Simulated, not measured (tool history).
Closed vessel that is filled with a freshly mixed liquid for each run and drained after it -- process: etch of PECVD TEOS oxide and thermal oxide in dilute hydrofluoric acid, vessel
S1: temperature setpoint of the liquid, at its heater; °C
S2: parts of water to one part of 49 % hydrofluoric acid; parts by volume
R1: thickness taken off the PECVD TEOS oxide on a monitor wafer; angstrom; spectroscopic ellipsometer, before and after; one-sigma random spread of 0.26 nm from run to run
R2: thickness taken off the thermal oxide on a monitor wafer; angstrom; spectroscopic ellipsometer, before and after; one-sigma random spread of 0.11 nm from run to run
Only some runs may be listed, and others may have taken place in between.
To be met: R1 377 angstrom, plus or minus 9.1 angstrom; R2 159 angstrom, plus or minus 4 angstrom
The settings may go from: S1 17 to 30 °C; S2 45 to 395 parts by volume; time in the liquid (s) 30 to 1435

Run 1, hour 0: S1 22 °C, S2 220 parts by volume, time in the liquid (s) 730. Result: R1 289.45 angstrom, R2 122.69 angstrom.
Run 2, hour 3.8: S1 23 °C, S2 220 parts by volume, time in the liquid (s) 730. Result: R1 296.71 angstrom, R2 125.43 angstrom.
Run 3, hour 8.7: S1 19.5 °C, S2 220 parts by volume, time in the liquid (s) 730. Result: R1 262.7 angstrom, R2 110.81 angstrom.
Run 4, hour 10.1: S1 21 °C, S2 220 parts by volume, time in the liquid (s) 730. Result: R1 280.99 angstrom, R2 117.24 angstrom.
Run 5, hour 13.5: S1 22.5 °C, S2 220 parts by volume, time in the liquid (s) 730. Result: R1 294.63 angstrom, R2 124.13 angstrom.
Run 6, hour 18.1: S1 23.5 °C, S2 220 parts by volume, time in the liquid (s) 730. Result: R1 300.82 angstrom, R2 127.88 angstrom.
At hour 26.7: hydrofluoric acid flow meter replaced.
Run 7, hour 26.7: S1 24.5 °C, S2 220 parts by volume, time in the liquid (s) 730. Result: R1 353.19 angstrom, R2 148.36 angstrom.
Run 8, hour 29: S1 25 °C, S2 220 parts by volume, time in the liquid (s) 730. Result: R1 355.4 angstrom, R2 151.63 angstrom.
Run 9, hour 33: S1 25.5 °C, S2 220 parts by volume, time in the liquid (s) 730. Result: R1 365.82 angstrom, R2 154.28 angstrom.

Below are 5 possible settings for the next run. Only one of them brings all results inside the allowed miss of their targets. Which is it?
Run A, hour 37: S1 23 °C, S2 220 parts by volume, time in the liquid (s) 765. Result: R1 ?, R2 ?.
Run B, hour 37: S1 25 °C, S2 225 parts by volume, time in the liquid (s) 740. Result: R1 ?, R2 ?.
Run C, hour 37: S1 28 °C, S2 235 parts by volume, time in the liquid (s) 710. Result: R1 ?, R2 ?.
Run D, hour 37: S1 26.5 °C, S2 270 parts by volume, time in the liquid (s) 955. Result: R1 ?, R2 ?.
Run E, hour 37: S1 24.5 °C, S2 220 parts by volume, time in the liquid (s) 730. Result: R1 ?, R2 ?.

move      R1      R2
   A   348.5  147.96
   B  352.68  149.74
   C  356.15  151.21
   D  381.15  161.82
   E  351.32  149.16
A: moves away from the targets compared with the last run
B: moves away from the targets compared with the last run
C: moves away from the targets compared with the last run
D: meets every target
E: moves away from the targets compared with the last run
Correct choice: D, which meets every target
